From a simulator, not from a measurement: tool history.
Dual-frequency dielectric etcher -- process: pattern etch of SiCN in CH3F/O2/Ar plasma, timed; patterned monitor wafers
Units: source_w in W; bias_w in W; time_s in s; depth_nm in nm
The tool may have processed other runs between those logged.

run,hour,source_w,bias_w,time_s,depth_nm
1,0.0,470,97,30.0,12.554
2,1.1,440,91,29.5,11.683
3,4.5,440,81,29.5,11.240
4,12.7,440,81,30.0,11.327
5,19.9,440,89,30.0,11.782
6,21.1,440,89,27.5,10.789
7,24.1,340,79,27.5,8.881

Estimate the outcome of run 8 from the log above:
8,32.8,350,79,27.5,?

Run 8 produced depth_nm 9.045 nm.
